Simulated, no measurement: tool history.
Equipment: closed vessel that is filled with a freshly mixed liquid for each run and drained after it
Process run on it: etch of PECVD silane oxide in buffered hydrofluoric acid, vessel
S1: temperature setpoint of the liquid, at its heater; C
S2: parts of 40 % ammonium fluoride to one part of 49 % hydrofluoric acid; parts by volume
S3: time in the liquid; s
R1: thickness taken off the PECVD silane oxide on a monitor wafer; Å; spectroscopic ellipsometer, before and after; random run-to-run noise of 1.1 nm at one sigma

{"run": 1, "day": 0.0, "S1": 24, "S2": 10, "S3": 95, "R1": 1209}
{"run": 2, "day": 0.325, "S1": 24, "S2": 10, "S3": 95, "R1": 1198}
{"run": 3, "day": 0.521, "S1": 24, "S2": 12, "S3": 95, "R1": 1015.5}
{"run": 4, "day": 0.7, "S1": 24, "S2": 9.5, "S3": 95, "R1": 1254.5}
{"run": 5, "day": 0.912, "S1": 24, "S2": 9.5, "S3": 100, "R1": 1323.7}
{"run": 6, "day": 0.983, "S1": 23.5, "S2": 9.5, "S3": 100, "R1": 1289}
{"day": 1.108, "done": "hydrofluoric acid flow meter replaced"}
{"run": 7, "day": 1.108, "S1": 23, "S2": 9.5, "S3": 100, "R1": 1380.9}

Estimate the outcome of run 8 from the log above:
{"run": 8, "day": 1.379, "S1": 19, "S2": 11, "S3": 100, "R1": "?"}

Run 8 yielded R1 971.54 Å.
